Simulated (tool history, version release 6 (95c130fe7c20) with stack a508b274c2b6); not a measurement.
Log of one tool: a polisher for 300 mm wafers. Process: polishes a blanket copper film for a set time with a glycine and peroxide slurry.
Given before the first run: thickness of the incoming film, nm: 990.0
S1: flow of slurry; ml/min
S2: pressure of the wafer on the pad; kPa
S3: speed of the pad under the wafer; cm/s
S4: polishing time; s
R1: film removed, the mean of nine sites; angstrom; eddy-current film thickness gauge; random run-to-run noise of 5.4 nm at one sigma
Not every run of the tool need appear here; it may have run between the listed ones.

{"run": 1, "hour": 0.0, "S1": 155, "S2": 21.4, "S3": 120, "S4": 69, "R1": 4102.0}
{"run": 2, "hour": 2.0, "S1": 160, "S2": 22.8, "S3": 120, "S4": 69, "R1": 4282.5}
{"run": 3, "hour": 3.1, "S1": 160, "S2": 24.8, "S3": 120, "S4": 69, "R1": 4496.2}
{"run": 4, "hour": 5.0, "S1": 160, "S2": 26.2, "S3": 120, "S4": 69, "R1": 4638.6}
{"run": 5, "hour": 8.7, "S1": 165, "S2": 27.6, "S3": 120, "S4": 69, "R1": 4866.6}
{"run": 6, "hour": 10.4, "S1": 165, "S2": 25.5, "S3": 120, "S4": 69, "R1": 4507.6}
{"run": 7, "hour": 11.5, "S1": 165, "S2": 26.9, "S3": 120, "S4": 69, "R1": 4730.7}

For run 8, what comes out?
{"run": 8, "hour": 15.1, "S1": 165, "S2": 27.6, "S3": 120, "S4": 69, "R1": "?"}

R1: 4770.2 angstrom
